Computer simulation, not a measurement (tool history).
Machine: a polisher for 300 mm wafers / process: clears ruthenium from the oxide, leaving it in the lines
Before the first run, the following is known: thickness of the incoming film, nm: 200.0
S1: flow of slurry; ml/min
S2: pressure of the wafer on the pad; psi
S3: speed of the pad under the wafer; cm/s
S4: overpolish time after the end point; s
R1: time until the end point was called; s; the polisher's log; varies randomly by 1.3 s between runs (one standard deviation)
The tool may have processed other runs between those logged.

Run 1, hour 0.0: S1 200 ml/min, S2 2.5 psi, S3 104 cm/s, S4 44 s. Result: R1 134.130 s.
Run 2, hour 2.3: S1 200 ml/min, S2 2.9 psi, S3 106 cm/s, S4 44 s. Result: R1 114.070 s.
Run 3, hour 10.8: S1 155 ml/min, S2 2.9 psi, S3 106 cm/s, S4 44 s. Result: R1 116.930 s.
Run 4, hour 11.9: S1 155 ml/min, S2 3.2 psi, S3 108 cm/s, S4 44 s. Result: R1 105.660 s.
Run 5, hour 14.8: S1 155 ml/min, S2 3.4 psi, S3 112 cm/s, S4 44 s. Result: R1 99.161 s.
Run 6, hour 23.2: S1 155 ml/min, S2 3.4 psi, S3 126 cm/s, S4 44 s. Result: R1 89.553 s.

Run 7, settings as shown, results not yet in. Your forecast:
Run 7, hour 28.4: S1 155 ml/min, S2 3.4 psi, S3 126 cm/s, S4 44 s. Result: R1 ?.

R1: 88.241 s

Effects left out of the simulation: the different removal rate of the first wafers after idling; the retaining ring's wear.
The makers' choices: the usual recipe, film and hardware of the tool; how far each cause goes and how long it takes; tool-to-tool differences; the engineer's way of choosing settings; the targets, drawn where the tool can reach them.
